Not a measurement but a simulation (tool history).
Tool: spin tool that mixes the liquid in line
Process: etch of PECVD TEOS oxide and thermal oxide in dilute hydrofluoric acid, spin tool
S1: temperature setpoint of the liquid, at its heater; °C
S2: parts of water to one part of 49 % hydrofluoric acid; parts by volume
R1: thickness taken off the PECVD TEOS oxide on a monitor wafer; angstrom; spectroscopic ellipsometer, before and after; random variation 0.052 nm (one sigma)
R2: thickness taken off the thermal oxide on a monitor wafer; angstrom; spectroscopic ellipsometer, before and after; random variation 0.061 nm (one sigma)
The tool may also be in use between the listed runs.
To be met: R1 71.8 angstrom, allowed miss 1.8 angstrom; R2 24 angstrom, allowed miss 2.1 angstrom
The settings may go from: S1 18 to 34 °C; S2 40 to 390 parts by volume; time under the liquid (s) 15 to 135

Run 1, hour 0: S1 26 °C, S2 215 parts by volume, time under the liquid (s) 70. Result: R1 37.574 angstrom, R2 12.475 angstrom.
Run 2, hour 2.5: S1 26 °C, S2 145 parts by volume, time under the liquid (s) 70. Result: R1 60.986 angstrom, R2 20.674 angstrom.
Run 3, hour 8.8: S1 27 °C, S2 145 parts by volume, time under the liquid (s) 70. Result: R1 63.578 angstrom, R2 22.203 angstrom.
Run 4, hour 16.5: S1 27 °C, S2 145 parts by volume, time under the liquid (s) 60. Result: R1 54.479 angstrom, R2 18.503 angstrom.
Run 5, hour 20.7: S1 29 °C, S2 145 parts by volume, time under the liquid (s) 60. Result: R1 59.249 angstrom, R2 18.673 angstrom.
At hour 26.8: hydrofluoric acid flow meter replaced.
Run 6, hour 26.8: S1 29 °C, S2 90 parts by volume, time under the liquid (s) 60. Result: R1 110.05 angstrom, R2 36.609 angstrom.
Run 7, hour 33.6: S1 27.5 °C, S2 95 parts by volume, time under the liquid (s) 60. Result: R1 99.024 angstrom, R2 32.427 angstrom.
Run 8, hour 42.6: S1 25.5 °C, S2 100 parts by volume, time under the liquid (s) 60. Result: R1 86.533 angstrom, R2 29.249 angstrom.
Run 9, hour 43.8: S1 22 °C, S2 110 parts by volume, time under the liquid (s) 60. Result: R1 67.385 angstrom, R2 22.15 angstrom.

Which of these 4 next moves meets every target?
Run A, hour 45: S1 22 °C, S2 100 parts by volume, time under the liquid (s) 50. Result: R1 ?, R2 ?.
Run B, hour 45: S1 24 °C, S2 155 parts by volume, time under the liquid (s) 80. Result: R1 ?, R2 ?.
Run C, hour 45: S1 21.5 °C, S2 95 parts by volume, time under the liquid (s) 55. Result: R1 ?, R2 ?.
Run D, hour 45: S1 21 °C, S2 70 parts by volume, time under the liquid (s) 35. Result: R1 ?, R2 ?.

move      R1      R2
   A  63.845  20.011
   B  66.905   20.97
   C  72.868  22.839
   D  63.501  19.903
A: further off than the last run
B: further off than the last run
C: meets every target
D: further off than the last run
Answer: C
